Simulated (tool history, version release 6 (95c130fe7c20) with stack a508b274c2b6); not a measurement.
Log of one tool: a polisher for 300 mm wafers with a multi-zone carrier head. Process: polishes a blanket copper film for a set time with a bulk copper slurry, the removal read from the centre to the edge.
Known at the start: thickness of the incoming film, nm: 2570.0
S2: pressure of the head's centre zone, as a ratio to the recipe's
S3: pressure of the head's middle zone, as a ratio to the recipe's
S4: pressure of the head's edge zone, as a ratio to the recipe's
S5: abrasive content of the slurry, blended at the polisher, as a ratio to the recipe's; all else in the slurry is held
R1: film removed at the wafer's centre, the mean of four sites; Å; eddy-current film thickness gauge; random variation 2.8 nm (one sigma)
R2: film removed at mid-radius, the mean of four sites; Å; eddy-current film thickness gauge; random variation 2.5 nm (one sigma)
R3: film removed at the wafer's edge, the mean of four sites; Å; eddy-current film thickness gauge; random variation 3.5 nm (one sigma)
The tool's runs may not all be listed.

Run 1, hour 0.0: flow of slurry (ml/min) 140, S2 1.00, S3 1.00, S4 1.00, S5 1.00, polishing time (s) 73. Result: R1 7016.4 Å, R2 6836.4 Å, R3 6928.6 Å.
Run 2, hour 7.2: flow of slurry (ml/min) 140, S2 1.00, S3 1.05, S4 1.00, S5 1.00, polishing time (s) 73. Result: R1 6954.8 Å, R2 7119.2 Å, R3 6877.8 Å.
Run 3, hour 8.2: flow of slurry (ml/min) 130, S2 1.00, S3 0.99, S4 0.97, S5 0.85, polishing time (s) 63. Result: R1 5657.5 Å, R2 5410.1 Å, R3 5453.3 Å.
Run 4, hour 10.4: flow of slurry (ml/min) 130, S2 1.00, S3 0.99, S4 0.97, S5 0.75, polishing time (s) 63. Result: R1 5362.9 Å, R2 5208.2 Å, R3 5200.4 Å.
Run 5, hour 15.8: flow of slurry (ml/min) 120, S2 1.00, S3 0.94, S4 0.95, S5 0.70, polishing time (s) 59. Result: R1 4786.5 Å, R2 4460.8 Å, R3 4677.8 Å.
Run 6, hour 16.6: flow of slurry (ml/min) 115, S2 1.00, S3 0.90, S4 0.92, S5 0.65, polishing time (s) 57. Result: R1 4425.7 Å, R2 4048.7 Å, R3 4272.6 Å.
Run 7, hour 24.8: flow of slurry (ml/min) 90, S2 1.04, S3 0.81, S4 0.93, S5 0.50, polishing time (s) 48. Result: R1 3129.5 Å, R2 2524.6 Å, R3 3046.3 Å.
Run 8, hour 27.8: flow of slurry (ml/min) 105, S2 1.03, S3 0.81, S4 0.93, S5 0.50, polishing time (s) 48. Result: R1 3222.9 Å, R2 2681.9 Å, R3 3202.8 Å.
Run 9, hour 33.1: flow of slurry (ml/min) 120, S2 1.04, S3 0.81, S4 0.92, S5 0.50, polishing time (s) 48. Result: R1 3442.8 Å, R2 2783.0 Å, R3 3202.6 Å.

The next listed run, before its measurement:
Run 10, hour 40.6: flow of slurry (ml/min) 120, S2 1.04, S3 0.81, S4 0.92, S5 0.50, polishing time (s) 48. Result: R1 ?, R2 ?, R3 ?.

R1: 3465.0 Å
R2: 2815.1 Å
R3: 3210.1 Å
